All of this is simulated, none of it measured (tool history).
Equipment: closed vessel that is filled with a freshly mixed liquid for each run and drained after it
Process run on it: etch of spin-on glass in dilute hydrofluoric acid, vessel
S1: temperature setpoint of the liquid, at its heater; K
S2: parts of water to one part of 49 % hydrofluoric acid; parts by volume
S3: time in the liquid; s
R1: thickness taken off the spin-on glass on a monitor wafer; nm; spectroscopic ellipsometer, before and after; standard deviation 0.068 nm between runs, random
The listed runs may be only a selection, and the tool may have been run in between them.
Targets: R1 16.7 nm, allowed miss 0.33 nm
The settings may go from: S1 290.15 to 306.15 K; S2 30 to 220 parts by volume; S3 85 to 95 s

run  hour      S1   S2  S3      R1
  1     0  298.15  125  85  23.898
  2   1.3  298.15  125  95  26.537
  3   2.4  298.15  125  95  26.619
  4   7.5  298.15  125  95  26.591
  5  14.7  296.15  125  95  24.618
  6  16.7  295.15  125  95  23.563
  7  24.6  294.65  125  95  23.233
  8  31.8  294.15  125  95  22.679
  9  40.1  293.65  125  95  22.307
 10  41.9  293.15  125  95   21.83
 11  45.4  290.15  145  95   16.28
     53.9  -- hydrofluoric acid flow meter replaced
 12  53.9  290.65  145  95  18.522

5 next moves are on the table. One of them brings every result within its allowed miss. Which?
  A  62.4  291.65  150  90   ?
  B  62.4  290.65  150  95   ?
  C  62.4  290.15  120  85   ?
  D  62.4  290.15  150  95   ?
  E  62.4  290.65  145  85   ?

move      R1
   A  17.543
   B  17.781
   C  20.071
   D  17.421
   E  16.539
A: closer than the last run, but not yet in spec
B: closer than the last run, but not yet in spec
C: moves away from the targets compared with the last run
D: closer than the last run, but not yet in spec
E: every result within its allowed miss
So the answer is move E, the one that meets all the targets.
